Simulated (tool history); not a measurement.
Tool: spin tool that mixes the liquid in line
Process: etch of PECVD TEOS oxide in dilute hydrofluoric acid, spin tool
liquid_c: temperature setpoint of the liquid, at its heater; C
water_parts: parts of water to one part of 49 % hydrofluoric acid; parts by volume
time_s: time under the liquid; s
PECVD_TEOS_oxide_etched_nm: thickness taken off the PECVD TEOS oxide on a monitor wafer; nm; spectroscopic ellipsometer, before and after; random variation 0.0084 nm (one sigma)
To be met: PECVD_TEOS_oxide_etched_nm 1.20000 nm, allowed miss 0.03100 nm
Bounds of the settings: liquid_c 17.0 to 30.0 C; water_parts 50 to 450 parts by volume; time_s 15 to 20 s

run,hour,liquid_c,water_parts,time_s,PECVD_TEOS_oxide_etched_nm
1,0.0,22.0,250,20,0.98437
2,3.7,22.0,300,20,0.78492
3,12.3,23.5,290,20,0.84913
4,12.9,25.5,290,20,0.90268
5,13.9,26.5,280,20,0.99817
6,19.0,29.0,280,20,1.07020
7,20.5,29.0,275,20,1.12170
8,23.2,29.5,270,20,1.15670

Which of these 4 next moves meets every target?
A,25.9,28.0,245,20,?
B,25.9,27.5,250,20,?
C,25.9,30.0,255,20,?
D,25.9,30.0,280,20,?

move,PECVD_TEOS_oxide_etched_nm
A,1.25220
B,1.19970
C,1.27260
D,1.12650
A: takes the result that was furthest off past its target
B: meets every target
C: takes the result that was furthest off past its target
D: further off than the last run
Move B is the one to make.
